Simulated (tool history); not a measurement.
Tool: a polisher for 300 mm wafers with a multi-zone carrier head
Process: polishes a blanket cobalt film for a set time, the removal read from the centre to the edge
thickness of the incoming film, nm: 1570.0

run  hour  flow of slurry (ml/min)  pressure of the head's centre zone  pressure of the head's middle zone  pressure of the head's edge zone  polishing time (s)  film removed at the wafer's centre (Å)  film removed at mid-radius (Å)  film removed at the wafer's edge (Å)
  1     0                      270                                   1                                   1                                 1                  89                                  2557.1                          2559.5                                2489.2
  2   1.5                      325                                   1                                   1                                 1                  89                                  2614.5                            2633                                2509.6
  3     8                      355                                   1                                   1                                 1                  89                                  2637.1                          2650.3                                2553.1
  4  13.4                      415                                   1                                   1                                 1                  89                                  2662.9                          2666.8                                2535.9
  5    22                      420                                   1                                   1                                 1                  89                                  2648.7                          2625.5                                2526.7
  6  26.2                      420                                   1                                0.95                                 1                  89                                  2604.8                          2539.4                                2543.7
  7  32.9                      420                                0.98                                0.93                              0.98                  87                                  2510.1                            2434                                2464.5
  8  37.8                      420                                0.96                                0.92                              0.96                  85                                  2385.2                          2355.1                                2448.2

Run 9, settings as shown, results not yet in. Your forecast:
  9  41.3                      420                                0.96                                0.92                              0.96                  83                                       ?                               ?                                     ?

Run 9 measured film removed at the wafer's centre (Å) 2364.9, film removed at mid-radius (Å) 2304.7, film removed at the wafer's edge (Å) 2308.7.
